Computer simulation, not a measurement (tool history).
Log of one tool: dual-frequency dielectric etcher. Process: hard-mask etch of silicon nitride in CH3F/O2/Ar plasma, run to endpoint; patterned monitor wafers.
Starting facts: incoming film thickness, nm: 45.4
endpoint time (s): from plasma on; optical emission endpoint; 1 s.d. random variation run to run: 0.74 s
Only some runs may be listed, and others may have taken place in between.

run  hour  source power (kW)  bias power (kW)  endpoint time (s)
  1     0                0.4            0.063             71.043
  2   2.9               0.37            0.063             74.773
  3   9.4               0.43            0.063             69.463
  4  13.5               0.41            0.061             70.898
  5  16.7               0.39            0.058             74.894
  6    24               0.44            0.058             70.699
  7  30.4               0.42            0.056             73.186

Estimate the outcome of run 8 from the log above:
  8  38.6                0.4            0.055                  ?

{"run 8": {"endpoint time (s)": 75.814}}
